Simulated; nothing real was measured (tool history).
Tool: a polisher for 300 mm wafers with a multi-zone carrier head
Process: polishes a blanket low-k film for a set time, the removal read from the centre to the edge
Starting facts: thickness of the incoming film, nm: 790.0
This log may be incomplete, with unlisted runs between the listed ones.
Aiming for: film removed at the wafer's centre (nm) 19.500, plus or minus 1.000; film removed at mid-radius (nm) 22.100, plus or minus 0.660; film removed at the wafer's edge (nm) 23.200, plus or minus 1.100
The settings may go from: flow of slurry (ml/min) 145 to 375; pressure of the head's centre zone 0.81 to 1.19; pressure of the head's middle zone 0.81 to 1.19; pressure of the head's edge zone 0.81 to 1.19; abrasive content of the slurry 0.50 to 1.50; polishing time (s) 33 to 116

run	hour	flow of slurry (ml/min)	pressure of the head's centre zone	pressure of the head's middle zone	pressure of the head's edge zone	abrasive content of the slurry	polishing time (s)	film removed at the wafer's centre (nm)	film removed at mid-radius (nm)	film removed at the wafer's edge (nm)
1	0.0	240	1.00	1.00	1.00	1.00	74	18.024	18.076	18.021
2	5.0	180	1.00	1.00	1.00	1.00	74	16.627	17.146	17.319
3	7.7	180	1.05	1.00	1.00	1.00	74	17.978	17.390	17.583
4	15.3	180	1.05	1.00	1.00	1.00	81	19.598	18.930	18.810
5	17.9	180	1.05	1.00	1.04	1.00	81	19.595	18.921	19.591
6	23.5	180	1.05	1.00	1.04	0.90	81	18.838	17.925	18.541
7	26.1	195	1.03	1.01	1.07	0.95	81	18.842	18.767	19.204
8	31.0	205	1.02	1.01	1.09	1.00	81	19.292	19.620	19.613
9	37.4	205	1.00	0.99	1.10	1.05	82	20.333	19.777	20.659
10	43.3	205	0.97	0.99	1.12	1.10	82	19.185	20.224	21.607
11	49.6	210	0.96	0.99	1.13	1.10	82	19.420	20.169	21.814
12	56.0	215	0.95	1.00	1.14	1.10	82	19.135	20.894	22.124
13	62.1	220	0.95	1.00	1.15	1.10	82	19.525	20.619	21.524
14	65.0	220	0.94	1.00	1.15	1.10	82	19.361	20.782	21.974

Which single option among these 5 for the next run brings every result within its allowed miss of target? Just one does.
A	67.9	260	0.89	0.99	1.11	1.15	85	?	?	?
B	67.9	270	1.00	0.86	1.12	1.15	85	?	?	?
C	67.9	185	0.94	0.97	1.18	1.20	84	?	?	?
D	67.9	225	0.99	1.03	1.19	1.25	75	?	?	?
E	67.9	275	1.04	0.93	1.19	0.90	92	?	?	?

move	film removed at the wafer's centre (nm)	film removed at mid-radius (nm)	film removed at the wafer's edge (nm)
A	19.743	22.122	22.879
B	22.298	20.260	23.094
C	19.795	20.827	22.838
D	19.598	20.283	21.278
E	22.799	20.924	23.378
A: in spec on every target
B: the biggest miss grows against the last run
C: no better and no worse than the last run
D: the biggest miss grows against the last run
E: the biggest miss grows against the last run
The move that meets every target is A.

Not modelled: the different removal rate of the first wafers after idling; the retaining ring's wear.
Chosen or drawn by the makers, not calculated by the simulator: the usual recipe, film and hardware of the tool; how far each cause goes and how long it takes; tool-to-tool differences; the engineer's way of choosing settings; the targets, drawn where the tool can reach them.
